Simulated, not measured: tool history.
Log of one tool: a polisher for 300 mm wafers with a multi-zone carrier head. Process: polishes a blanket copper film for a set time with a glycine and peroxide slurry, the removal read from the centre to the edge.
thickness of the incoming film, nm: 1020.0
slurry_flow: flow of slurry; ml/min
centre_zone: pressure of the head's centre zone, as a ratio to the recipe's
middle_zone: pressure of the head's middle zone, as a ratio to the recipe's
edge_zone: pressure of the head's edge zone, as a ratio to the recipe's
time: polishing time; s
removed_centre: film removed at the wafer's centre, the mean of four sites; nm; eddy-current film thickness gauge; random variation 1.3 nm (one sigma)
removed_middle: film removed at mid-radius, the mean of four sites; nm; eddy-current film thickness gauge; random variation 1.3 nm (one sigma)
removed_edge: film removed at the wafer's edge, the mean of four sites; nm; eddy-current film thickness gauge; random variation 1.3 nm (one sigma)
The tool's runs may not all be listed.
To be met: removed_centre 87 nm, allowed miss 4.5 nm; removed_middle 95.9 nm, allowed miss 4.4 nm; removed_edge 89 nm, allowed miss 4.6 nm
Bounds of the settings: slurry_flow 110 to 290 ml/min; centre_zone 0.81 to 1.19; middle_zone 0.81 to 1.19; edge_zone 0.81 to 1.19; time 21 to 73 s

| run | hour | slurry_flow | centre_zone | middle_zone | edge_zone | time | removed_centre | removed_middle | removed_edge |
|---|---|---|---|---|---|---|---|---|---|
| 1 | 0 | 185 | 1 | 1 | 1 | 47 | 149.73 | 155.64 | 155 |
| 2 | 6 | 215 | 1 | 1 | 1 | 47 | 160.31 | 157.95 | 154.89 |
| 3 | 8.4 | 215 | 1 | 1 | 1 | 39 | 131.24 | 129.53 | 129.92 |
| 4 | 11.6 | 215 | 1 | 1.04 | 1 | 39 | 131.96 | 136.17 | 129.06 |
| 5 | 18.8 | 215 | 1 | 1.04 | 1.05 | 39 | 131.68 | 135.86 | 130.79 |
| 6 | 24.2 | 220 | 0.99 | 1.05 | 1.05 | 34 | 117.41 | 118.88 | 115.09 |
| 7 | 28.7 | 220 | 0.97 | 1.06 | 1.05 | 31 | 99.314 | 107.45 | 103.81 |
| 8 | 30.1 | 225 | 0.97 | 1.07 | 1.03 | 30 | 100.34 | 108.98 | 101.87 |
| 9 | 36.6 | 225 | 0.97 | 1.07 | 1.02 | 29 | 95.372 | 103.66 | 95.812 |
| 10 | 45.6 | 220 | 0.97 | 1.06 | 1.01 | 29 | 96.299 | 104.32 | 96.494 |
| 11 | 51.9 | 215 | 0.96 | 1.05 | 1 | 29 | 92.648 | 102.59 | 97.624 |

Which of these 5 next moves meets every target?
| A | 58.2 | 215 | 0.82 | 1 | 0.92 | 34 | ? | ? | ? |
| B | 58.2 | 180 | 0.89 | 1.01 | 0.98 | 32 | ? | ? | ? |
| C | 58.2 | 265 | 0.99 | 1.11 | 1.07 | 26 | ? | ? | ? |
| D | 58.2 | 200 | 0.83 | 0.97 | 1.03 | 35 | ? | ? | ? |
| E | 58.2 | 255 | 1.14 | 1.12 | 0.97 | 27 | ? | ? | ? |

| move | removed_centre | removed_middle | removed_edge |
|---|---|---|---|
| A | 93.701 | 115.27 | 107.39 |
| B | 93.425 | 106.92 | 102.4 |
| C | 88.965 | 98.474 | 89.726 |
| D | 96.67 | 114.61 | 115.95 |
| E | 106.03 | 102.58 | 88.547 |
A: further off than the last run
B: further off than the last run
C: meets every target
D: further off than the last run
E: brings the result that was furthest off to its target, and leaves another outside
Answer: C
